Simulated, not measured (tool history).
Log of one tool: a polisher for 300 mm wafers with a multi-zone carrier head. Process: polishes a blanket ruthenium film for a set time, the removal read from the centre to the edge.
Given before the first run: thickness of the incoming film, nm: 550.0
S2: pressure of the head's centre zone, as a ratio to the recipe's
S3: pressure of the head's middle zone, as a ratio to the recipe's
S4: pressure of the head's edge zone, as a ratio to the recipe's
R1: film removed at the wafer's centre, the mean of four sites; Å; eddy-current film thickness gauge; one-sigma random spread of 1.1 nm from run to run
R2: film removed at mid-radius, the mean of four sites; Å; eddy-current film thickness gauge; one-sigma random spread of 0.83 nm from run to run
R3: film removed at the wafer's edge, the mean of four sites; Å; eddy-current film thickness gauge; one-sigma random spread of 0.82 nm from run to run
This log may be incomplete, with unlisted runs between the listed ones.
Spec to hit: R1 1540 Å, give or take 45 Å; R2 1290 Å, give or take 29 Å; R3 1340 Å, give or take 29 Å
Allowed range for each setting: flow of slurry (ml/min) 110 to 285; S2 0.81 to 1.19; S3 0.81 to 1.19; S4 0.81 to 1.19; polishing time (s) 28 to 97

run 1 hour=0 | flow_of_slurry_(ml/min)=180 S2=1 S3=1 S4=1 polishing_time_(s)=62 | R1=922.41 R2=923.23 R3=971.18
run 2 hour=2.5 | flow_of_slurry_(ml/min)=210 S2=1.06 S3=1.01 S4=1.03 polishing_time_(s)=66 | R1=1075.8 R2=1036.7 R3=1055.1
run 3 hour=5.2 | flow_of_slurry_(ml/min)=210 S2=1.06 S3=0.97 S4=1.03 polishing_time_(s)=66 | R1=1077.3 R2=998.52 R3=1057.7
run 4 hour=13.9 | flow_of_slurry_(ml/min)=220 S2=1.1 S3=0.97 S4=1.06 polishing_time_(s)=70 | R1=1195.5 R2=1060.1 R3=1157.7
run 5 hour=17.6 | flow_of_slurry_(ml/min)=220 S2=1.1 S3=0.9 S4=1.06 polishing_time_(s)=70 | R1=1204.3 R2=985.36 R3=1147.5
run 6 hour=25.6 | flow_of_slurry_(ml/min)=220 S2=1.1 S3=0.9 S4=1.06 polishing_time_(s)=62 | R1=1059.4 R2=882.25 R3=1007.2
run 7 hour=28.5 | flow_of_slurry_(ml/min)=235 S2=1.13 S3=0.93 S4=1.06 polishing_time_(s)=67 | R1=1190.8 R2=977.59 R3=1110
run 8 hour=33 | flow_of_slurry_(ml/min)=250 S2=1.15 S3=0.96 S4=1.05 polishing_time_(s)=70 | R1=1265 R2=1080.1 R3=1152.1
run 9 hour=34.9 | flow_of_slurry_(ml/min)=250 S2=1.16 S3=0.96 S4=1.04 polishing_time_(s)=73 | R1=1346.7 R2=1102 R3=1197.7

Below are 5 possible settings for the next run. Only one of them brings all results inside the allowed miss of their targets. Which is it?
run A hour=36.8 | flow_of_slurry_(ml/min)=255 S2=1.19 S3=0.9 S4=1.03 polishing_time_(s)=86 | R1=? R2=? R3=?
run B hour=36.8 | flow_of_slurry_(ml/min)=280 S2=1.17 S3=0.94 S4=1.02 polishing_time_(s)=81 | R1=? R2=? R3=?
run C hour=36.8 | flow_of_slurry_(ml/min)=250 S2=1.11 S3=1.07 S4=1.04 polishing_time_(s)=81 | R1=? R2=? R3=?
run D hour=36.8 | flow_of_slurry_(ml/min)=235 S2=1.19 S3=0.88 S4=1.08 polishing_time_(s)=65 | R1=? R2=? R3=?
run E hour=36.8 | flow_of_slurry_(ml/min)=225 S2=1.19 S3=1.02 S4=1.06 polishing_time_(s)=82 | R1=? R2=? R3=?

move=A R1=1595.7 R2=1246.6 R3=1413.9
move=B R1=1495 R2=1230.4 R3=1335.1
move=C R1=1399.2 R2=1355.6 R3=1332.6
move=D R1=1192.6 R2=915.57 R3=1086.1
move=E R1=1496.4 R2=1299.5 R3=1349.1
A: closer than the last run, but not yet in spec
B: closer than the last run, but not yet in spec
C: carries the result that was furthest off beyond its target, to the other side
D: moves away from the targets compared with the last run
E: hits every target within its allowed miss
E is the move that brings every result within its allowed miss.

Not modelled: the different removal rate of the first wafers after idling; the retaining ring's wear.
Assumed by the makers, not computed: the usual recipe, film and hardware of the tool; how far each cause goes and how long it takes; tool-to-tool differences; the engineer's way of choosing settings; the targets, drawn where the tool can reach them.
